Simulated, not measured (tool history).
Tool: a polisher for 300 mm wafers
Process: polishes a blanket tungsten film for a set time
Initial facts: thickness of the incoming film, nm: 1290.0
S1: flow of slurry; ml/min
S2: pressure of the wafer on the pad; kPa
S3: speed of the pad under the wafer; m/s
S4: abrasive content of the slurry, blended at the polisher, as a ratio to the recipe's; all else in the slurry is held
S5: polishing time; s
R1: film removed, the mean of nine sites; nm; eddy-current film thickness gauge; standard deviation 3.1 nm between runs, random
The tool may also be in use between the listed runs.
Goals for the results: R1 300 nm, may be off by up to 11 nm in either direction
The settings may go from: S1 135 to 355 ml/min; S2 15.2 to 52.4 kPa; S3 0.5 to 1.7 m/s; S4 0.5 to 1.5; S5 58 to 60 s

{"run": 1, "day": 0.0, "S1": 225, "S2": 33.8, "S3": 1.1, "S4": 1, "S5": 58, "R1": 376.71}
{"run": 2, "day": 0.092, "S1": 225, "S2": 39.3, "S3": 1.1, "S4": 1, "S5": 58, "R1": 440.52}
{"run": 3, "day": 0.371, "S1": 225, "S2": 35.2, "S3": 1.1, "S4": 1, "S5": 58, "R1": 392.34}
{"run": 4, "day": 0.575, "S1": 225, "S2": 32.4, "S3": 1.1, "S4": 1, "S5": 58, "R1": 352.77}
{"run": 5, "day": 0.758, "S1": 200, "S2": 32.4, "S3": 1.1, "S4": 1, "S5": 58, "R1": 350.22}
{"run": 6, "day": 0.958, "S1": 200, "S2": 32.4, "S3": 1.1, "S4": 1.15, "S5": 58, "R1": 362.99}
{"run": 7, "day": 1.317, "S1": 195, "S2": 31, "S3": 1.1, "S4": 1.15, "S5": 58, "R1": 345.4}
{"run": 8, "day": 1.575, "S1": 190, "S2": 29.6, "S3": 1.1, "S4": 1.15, "S5": 58, "R1": 334.16}
{"run": 9, "day": 1.758, "S1": 190, "S2": 29, "S3": 1.1, "S4": 1.15, "S5": 58, "R1": 325.12}
{"run": 10, "day": 1.854, "S1": 190, "S2": 28.3, "S3": 1.1, "S4": 1.15, "S5": 58, "R1": 312.99}

Which one of the following 5 next-run settings gets every result inside its allowed miss? There is exactly one.
{"run": "A", "day": 1.95, "S1": 195, "S2": 26.9, "S3": 1, "S4": 1.3, "S5": 60, "R1": "?"}
{"run": "B", "day": 1.95, "S1": 160, "S2": 25.5, "S3": 1.06, "S4": 1.15, "S5": 58, "R1": "?"}
{"run": "C", "day": 1.95, "S1": 195, "S2": 17.2, "S3": 1.52, "S4": 1.5, "S5": 58, "R1": "?"}
{"run": "D", "day": 1.95, "S1": 200, "S2": 26.9, "S3": 0.98, "S4": 1.1, "S5": 58, "R1": "?"}
{"run": "E", "day": 1.95, "S1": 300, "S2": 27.6, "S3": 0.94, "S4": 0.8, "S5": 59, "R1": "?"}

move=A R1=291.59
move=B R1=263.89
move=C R1=266.11
move=D R1=268.97
move=E R1=267.55
A: every result lands within tolerance
B: moves the result that the last run missed by most past its target, out the other side
C: moves the result that the last run missed by most past its target, out the other side
D: moves the result that the last run missed by most past its target, out the other side
E: moves the result that the last run missed by most past its target, out the other side
The move that meets every target is A.
